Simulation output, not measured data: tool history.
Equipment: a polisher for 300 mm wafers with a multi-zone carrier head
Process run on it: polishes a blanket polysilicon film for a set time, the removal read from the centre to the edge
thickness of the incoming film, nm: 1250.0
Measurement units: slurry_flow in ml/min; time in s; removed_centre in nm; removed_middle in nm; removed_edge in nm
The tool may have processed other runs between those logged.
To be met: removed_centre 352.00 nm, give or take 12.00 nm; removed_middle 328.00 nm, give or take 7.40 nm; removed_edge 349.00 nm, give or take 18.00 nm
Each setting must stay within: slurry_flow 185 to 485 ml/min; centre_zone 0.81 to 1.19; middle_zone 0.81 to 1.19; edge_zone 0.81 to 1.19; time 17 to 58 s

| run | hour | slurry_flow | centre_zone | middle_zone | edge_zone | time | removed_centre | removed_middle | removed_edge |
|---|---|---|---|---|---|---|---|---|---|
| 1 | 0.0 | 310 | 1.00 | 1.00 | 1.00 | 37 | 481.00 | 468.17 | 478.70 |
| 2 | 5.8 | 305 | 0.99 | 0.97 | 0.97 | 35 | 459.35 | 431.69 | 448.06 |
| 3 | 6.3 | 305 | 0.99 | 0.97 | 1.05 | 35 | 455.04 | 434.26 | 466.23 |
| 4 | 8.7 | 305 | 0.99 | 0.97 | 0.99 | 35 | 456.41 | 431.41 | 454.80 |
| 5 | 12.7 | 305 | 0.98 | 0.96 | 0.96 | 33 | 418.52 | 402.10 | 432.64 |
| 6 | 21.2 | 305 | 0.98 | 0.96 | 0.89 | 33 | 425.86 | 406.58 | 406.21 |
| 7 | 23.3 | 300 | 0.97 | 0.94 | 0.88 | 32 | 398.68 | 386.88 | 387.34 |
| 8 | 30.5 | 300 | 0.97 | 0.94 | 0.88 | 32 | 402.46 | 385.66 | 390.91 |
| 9 | 33.5 | 290 | 0.96 | 0.92 | 0.87 | 32 | 400.30 | 376.21 | 379.45 |
| 10 | 40.3 | 280 | 0.94 | 0.90 | 0.87 | 32 | 390.67 | 367.28 | 387.63 |
| 11 | 42.1 | 275 | 0.93 | 0.89 | 0.86 | 31 | 375.36 | 357.55 | 379.11 |

Exercise: of the 4 proposed moves below, exactly one satisfies all targets within the stated allowed misses. Which move is it?
| A | 43.9 | 205 | 0.93 | 0.86 | 0.81 | 30 | ? | ? | ? |
| B | 43.9 | 290 | 1.02 | 0.89 | 0.81 | 30 | ? | ? | ? |
| C | 43.9 | 240 | 1.08 | 0.89 | 0.85 | 30 | ? | ? | ? |
| D | 43.9 | 390 | 0.94 | 1.05 | 0.81 | 28 | ? | ? | ? |

| move | removed_centre | removed_middle | removed_edge |
|---|---|---|---|
| A | 353.54 | 322.30 | 351.45 |
| B | 401.16 | 341.44 | 359.31 |
| C | 417.65 | 336.02 | 361.57 |
| D | 353.42 | 374.18 | 340.14 |
A: all results land within tolerance of their targets
B: as far off as the last run
C: further off than the last run
D: further off than the last run
A is the move that brings every result within its allowed miss.

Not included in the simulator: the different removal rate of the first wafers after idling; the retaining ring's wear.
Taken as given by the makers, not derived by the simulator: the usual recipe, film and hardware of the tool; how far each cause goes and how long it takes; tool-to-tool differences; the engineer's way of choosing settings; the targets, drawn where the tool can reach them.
